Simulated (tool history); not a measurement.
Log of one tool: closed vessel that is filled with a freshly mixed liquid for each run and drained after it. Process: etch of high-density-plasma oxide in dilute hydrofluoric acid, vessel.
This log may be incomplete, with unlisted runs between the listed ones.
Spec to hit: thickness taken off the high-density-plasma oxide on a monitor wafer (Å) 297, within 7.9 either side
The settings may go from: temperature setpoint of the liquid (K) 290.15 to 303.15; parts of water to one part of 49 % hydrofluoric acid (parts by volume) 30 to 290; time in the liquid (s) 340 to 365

| run | hour | temperature setpoint of the liquid (K) | parts of water to one part of 49 % hydrofluoric acid (parts by volume) | time in the liquid (s) | thickness taken off the high-density-plasma oxide on a monitor wafer (Å) |
|---|---|---|---|---|---|
| 1 | 0 | 295.15 | 160 | 340 | 102.47 |
| 2 | 3.2 | 293.65 | 160 | 340 | 95.689 |
| 3 | 10.9 | 296.65 | 125 | 340 | 142.51 |
| 4 | 12.4 | 298.65 | 105 | 340 | 191.21 |
| 5 | 19.7 | 300.15 | 95 | 340 | 225.94 |
| 6 | 20.6 | 300.15 | 65 | 340 | 336.75 |
| 7 | 24.6 | 299.15 | 65 | 340 | 323.22 |
| 8 | 28.5 | 299.15 | 65 | 340 | 323.61 |

Which one of the following 4 next-run settings gets every result inside its allowed miss? There is exactly one.
| A | 32.4 | 295.65 | 55 | 365 | ? |
| B | 32.4 | 303.15 | 75 | 350 | ? |
| C | 32.4 | 299.15 | 75 | 360 | ? |
| D | 32.4 | 299.15 | 65 | 350 | ? |

| move | thickness taken off the high-density-plasma oxide on a monitor wafer (Å) |
|---|---|
| A | 369.94 |
| B | 341.44 |
| C | 300.46 |
| D | 341.64 |
A: further off than the last run
B: further off than the last run
C: all results land within tolerance of their targets
D: further off than the last run
C meets every target.

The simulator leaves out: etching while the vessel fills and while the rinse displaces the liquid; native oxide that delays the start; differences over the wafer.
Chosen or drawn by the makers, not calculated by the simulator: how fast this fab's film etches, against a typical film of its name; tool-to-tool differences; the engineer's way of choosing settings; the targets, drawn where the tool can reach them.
